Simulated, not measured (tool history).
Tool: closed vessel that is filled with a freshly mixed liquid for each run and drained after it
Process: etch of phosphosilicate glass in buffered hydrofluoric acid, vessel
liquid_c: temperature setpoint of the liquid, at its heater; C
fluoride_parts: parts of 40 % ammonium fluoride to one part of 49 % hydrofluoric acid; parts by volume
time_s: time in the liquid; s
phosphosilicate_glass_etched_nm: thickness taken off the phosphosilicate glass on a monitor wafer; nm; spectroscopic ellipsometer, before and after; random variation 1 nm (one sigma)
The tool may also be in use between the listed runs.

run,hour,liquid_c,fluoride_parts,time_s,phosphosilicate_glass_etched_nm
1,0.0,24.0,7.5,30,155.97
2,8.0,23.0,7.5,30,145.75
3,16.9,22.5,7.5,30,142.02
4,24.4,26.0,7.5,30,172.20
5,30.8,26.0,7.5,30,173.01
6,36.0,26.0,7.5,30,173.57

Forecast run 7:
7,42.2,22.0,7.5,30,?

phosphosilicate_glass_etched_nm: 140.44 nm
